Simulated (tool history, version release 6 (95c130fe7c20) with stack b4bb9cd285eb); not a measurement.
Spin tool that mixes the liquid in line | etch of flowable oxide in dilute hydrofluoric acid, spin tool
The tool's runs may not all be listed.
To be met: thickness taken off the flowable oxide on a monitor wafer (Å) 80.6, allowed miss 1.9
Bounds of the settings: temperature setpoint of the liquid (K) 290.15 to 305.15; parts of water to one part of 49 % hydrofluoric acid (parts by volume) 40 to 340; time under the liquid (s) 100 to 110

run	day	temperature setpoint of the liquid (K)	parts of water to one part of 49 % hydrofluoric acid (parts by volume)	time under the liquid (s)	thickness taken off the flowable oxide on a monitor wafer (Å)
1	0	297.15	190	100	146.01
2	0.225	297.15	220	100	122.7
3	0.367	299.15	220	100	131.89
4	0.638	298.15	225	100	124.67
5	0.817	298.15	225	110	134.96
6	0.962	297.15	230	110	127.56
7	1.267	296.15	235	110	120.07
8	1.629	292.15	275	110	85.414

Which of these 5 next moves meets every target?
A	1.992	291.15	255	105	?
B	1.992	290.65	240	110	?
C	1.992	290.15	225	105	?
D	1.992	290.65	275	110	?
E	1.992	291.15	255	110	?

move	thickness taken off the flowable oxide on a monitor wafer (Å)
A	86.094
B	95.263
C	96.398
D	80.628
E	90.194
A: further off than the last run
B: further off than the last run
C: further off than the last run
D: meets every target
E: further off than the last run
Move D is the one to make.

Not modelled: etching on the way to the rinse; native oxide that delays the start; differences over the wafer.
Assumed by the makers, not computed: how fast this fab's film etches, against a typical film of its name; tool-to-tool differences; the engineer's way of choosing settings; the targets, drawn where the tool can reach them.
